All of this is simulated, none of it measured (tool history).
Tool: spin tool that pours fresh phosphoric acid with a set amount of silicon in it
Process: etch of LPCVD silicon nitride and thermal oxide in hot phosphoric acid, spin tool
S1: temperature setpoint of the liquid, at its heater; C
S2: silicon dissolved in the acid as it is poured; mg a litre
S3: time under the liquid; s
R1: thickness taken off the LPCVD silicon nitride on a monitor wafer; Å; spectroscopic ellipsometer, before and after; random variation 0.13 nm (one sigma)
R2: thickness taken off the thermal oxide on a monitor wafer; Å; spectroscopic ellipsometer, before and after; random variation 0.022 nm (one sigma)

| run | hour | S1 | S2 | S3 | R1 | R2 |
|---|---|---|---|---|---|---|
| 1 | 0 | 163 | 18 | 120 | 114.74 | 3.103 |
| 2 | 8 | 161 | 18 | 120 | 106.81 | 2.7751 |
| 3 | 10.4 | 161 | 22.5 | 120 | 107.09 | 2.4001 |
| 4 | 18.6 | 162 | 26 | 125 | 115.13 | 2.0397 |
| 5 | 26 | 163 | 26 | 125 | 118.31 | 2.8686 |
| 6 | 34.1 | 163 | 29.5 | 130 | 123.07 | 2.7467 |
| 7 | 39.7 | 163 | 32.5 | 135 | 128.14 | 2.1024 |
| 8 | 45.6 | 163.5 | 33 | 135 | 130.1 | 2.5299 |
| 9 | 46.9 | 163.5 | 34.5 | 135 | 131.27 | 2.3882 |

Forecast run 10:
| 10 | 49.2 | 163.5 | 35.5 | 135 | ? | ? |

R1: 130.73 Å
R2: 1.8271 Å
